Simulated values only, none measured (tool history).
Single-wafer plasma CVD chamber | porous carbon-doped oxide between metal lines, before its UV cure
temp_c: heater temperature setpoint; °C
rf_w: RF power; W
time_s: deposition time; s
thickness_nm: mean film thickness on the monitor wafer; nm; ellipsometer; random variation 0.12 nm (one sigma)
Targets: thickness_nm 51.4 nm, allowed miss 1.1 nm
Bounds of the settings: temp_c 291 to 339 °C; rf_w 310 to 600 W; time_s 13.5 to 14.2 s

Run 1, hour 0: temp_c 315 °C, rf_w 455 W, time_s 14.2 s. Result: thickness_nm 62.138 nm.
Run 2, hour 7.7: temp_c 318 °C, rf_w 445 W, time_s 14.2 s. Result: thickness_nm 60.396 nm.
Run 3, hour 12.7: temp_c 322 °C, rf_w 445 W, time_s 14.2 s. Result: thickness_nm 59.261 nm.
Run 4, hour 18.9: temp_c 322 °C, rf_w 445 W, time_s 13.5 s. Result: thickness_nm 56.28 nm.
Run 5, hour 26.3: temp_c 322 °C, rf_w 445 W, time_s 14.2 s. Result: thickness_nm 59.156 nm.
Run 6, hour 29.1: temp_c 324 °C, rf_w 435 W, time_s 14.2 s. Result: thickness_nm 57.39 nm.
Run 7, hour 36.1: temp_c 326 °C, rf_w 430 W, time_s 14.2 s. Result: thickness_nm 56.926 nm.
Run 8, hour 41.1: temp_c 328 °C, rf_w 420 W, time_s 14.2 s. Result: thickness_nm 55.371 nm.
Run 9, hour 45.9: temp_c 329 °C, rf_w 415 W, time_s 14.2 s. Result: thickness_nm 54.645 nm.
Run 10, hour 50: temp_c 330 °C, rf_w 410 W, time_s 14.2 s. Result: thickness_nm 53.944 nm.
Run 11, hour 56.7: temp_c 331 °C, rf_w 410 W, time_s 14.2 s. Result: thickness_nm 53.709 nm.
At hour 61.8: thermocouple changed; heater temperature recalibrated.
Run 12, hour 61.8: temp_c 338 °C, rf_w 400 W, time_s 14.2 s. Result: thickness_nm 52.504 nm.

4 next moves are on the table. One of them brings every result within its allowed miss. Which?
Run A, hour 66.9: temp_c 335 °C, rf_w 400 W, time_s 14.2 s. Result: thickness_nm ?.
Run B, hour 66.9: temp_c 324 °C, rf_w 390 W, time_s 14.2 s. Result: thickness_nm ?.
Run C, hour 66.9: temp_c 338 °C, rf_w 385 W, time_s 14.2 s. Result: thickness_nm ?.
Run D, hour 66.9: temp_c 338 °C, rf_w 415 W, time_s 14.2 s. Result: thickness_nm ?.

move  thickness_nm
   A        53.053
   B        54.588
   C        50.965
   D        53.853
A: further off than the last run
B: further off than the last run
C: meets every target
D: further off than the last run
Answer: C
